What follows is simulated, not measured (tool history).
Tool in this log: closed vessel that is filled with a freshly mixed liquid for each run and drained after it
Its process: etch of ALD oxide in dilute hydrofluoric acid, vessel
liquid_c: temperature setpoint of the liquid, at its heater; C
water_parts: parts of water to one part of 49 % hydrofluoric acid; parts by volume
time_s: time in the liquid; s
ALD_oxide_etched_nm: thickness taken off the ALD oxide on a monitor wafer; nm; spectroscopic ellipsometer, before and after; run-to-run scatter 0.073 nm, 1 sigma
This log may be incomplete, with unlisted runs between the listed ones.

run,hour,liquid_c,water_parts,time_s,ALD_oxide_etched_nm
1,0,22,215,175,6.8037
2,7.3,23,210,175,7.304
3,16.6,23,210,175,7.1893
4,24.8,24,205,175,7.8314
5,33.1,24.5,200,175,8.13
6,38.3,25,195,175,8.555
7,47.3,25.5,195,175,8.7212
8,50.3,26,195,175,8.8578
9,52.3,26.5,195,175,9.083
10,57.3,27,195,175,9.2616
11,63.7,27.5,195,175,9.3383

Run 12 has not been measured yet. What should we expect?
12,69.2,28,195,175,?

{"run 12": {"ALD_oxide_etched_nm": 9.5841}}

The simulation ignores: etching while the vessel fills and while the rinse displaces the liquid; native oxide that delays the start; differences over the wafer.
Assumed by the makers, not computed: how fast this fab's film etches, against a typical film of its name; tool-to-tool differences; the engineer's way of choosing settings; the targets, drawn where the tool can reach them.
